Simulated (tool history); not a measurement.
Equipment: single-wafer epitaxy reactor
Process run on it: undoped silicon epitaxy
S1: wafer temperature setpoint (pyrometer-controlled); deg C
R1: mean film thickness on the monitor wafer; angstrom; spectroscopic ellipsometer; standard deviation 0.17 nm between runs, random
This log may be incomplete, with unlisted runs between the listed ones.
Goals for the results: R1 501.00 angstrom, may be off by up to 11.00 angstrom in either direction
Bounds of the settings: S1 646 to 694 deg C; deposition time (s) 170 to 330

{"run": 1, "hour": 0.0, "S1": 670, "deposition time (s)": 250, "R1": 616.43}
{"run": 2, "hour": 8.3, "S1": 670, "deposition time (s)": 271, "R1": 667.38}
{"run": 3, "hour": 10.5, "S1": 666, "deposition time (s)": 271, "R1": 621.55}
{"run": 4, "hour": 11.8, "S1": 661, "deposition time (s)": 271, "R1": 566.08}
{"run": 5, "hour": 20.7, "S1": 656, "deposition time (s)": 271, "R1": 513.78}
{"run": 6, "hour": 23.2, "S1": 647, "deposition time (s)": 271, "R1": 436.62}
{"run": 7, "hour": 30.2, "S1": 649, "deposition time (s)": 271, "R1": 451.3}
{"run": 8, "hour": 32.2, "S1": 651, "deposition time (s)": 271, "R1": 469.17}

Of the 4 settings listed for the next run, only one would bring every result within its allowed miss of target. Which one?
{"run": "A", "hour": 34.2, "S1": 654, "deposition time (s)": 286, "R1": "?"}
{"run": "B", "hour": 34.2, "S1": 648, "deposition time (s)": 309, "R1": "?"}
{"run": "C", "hour": 34.2, "S1": 650, "deposition time (s)": 282, "R1": "?"}
{"run": "D", "hour": 34.2, "S1": 654, "deposition time (s)": 260, "R1": "?"}

move=A R1=521.24
move=B R1=502.84
move=C R1=476.63
move=D R1=473.86
A: pushes the last run's worst result past its target
B: in spec on every target
C: nearer the targets than the last run, but a result is still out of spec
D: nearer the targets than the last run, but a result is still out of spec
Correct choice: B, which meets every target
